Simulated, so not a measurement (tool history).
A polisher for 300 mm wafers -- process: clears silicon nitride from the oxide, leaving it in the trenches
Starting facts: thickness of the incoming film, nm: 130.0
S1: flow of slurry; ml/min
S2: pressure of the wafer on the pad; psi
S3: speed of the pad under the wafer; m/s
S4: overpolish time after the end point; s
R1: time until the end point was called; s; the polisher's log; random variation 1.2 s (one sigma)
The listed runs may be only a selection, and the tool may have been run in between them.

run 1 day=0.000 | S1=230 S2=3.1 S3=1.26 S4=10 | R1=120.14
run 2 day=0.346 | S1=225 S2=3.0 S3=1.26 S4=10 | R1=124.14
run 3 day=0.546 | S1=225 S2=3.0 S3=1.46 S4=10 | R1=109.18
run 4 day=0.862 | S1=220 S2=2.8 S3=1.46 S4=10 | R1=115.89
run 5 day=0.896 | S1=180 S2=2.8 S3=1.46 S4=10 | R1=119.85
run 6 day=1.108 | S1=175 S2=2.7 S3=1.46 S4=10 | R1=122.24

What does the tool deliver on the next run?
run 7 day=1.462 | S1=175 S2=2.6 S3=1.46 S4=10 | R1=?

R1: 125.29 s

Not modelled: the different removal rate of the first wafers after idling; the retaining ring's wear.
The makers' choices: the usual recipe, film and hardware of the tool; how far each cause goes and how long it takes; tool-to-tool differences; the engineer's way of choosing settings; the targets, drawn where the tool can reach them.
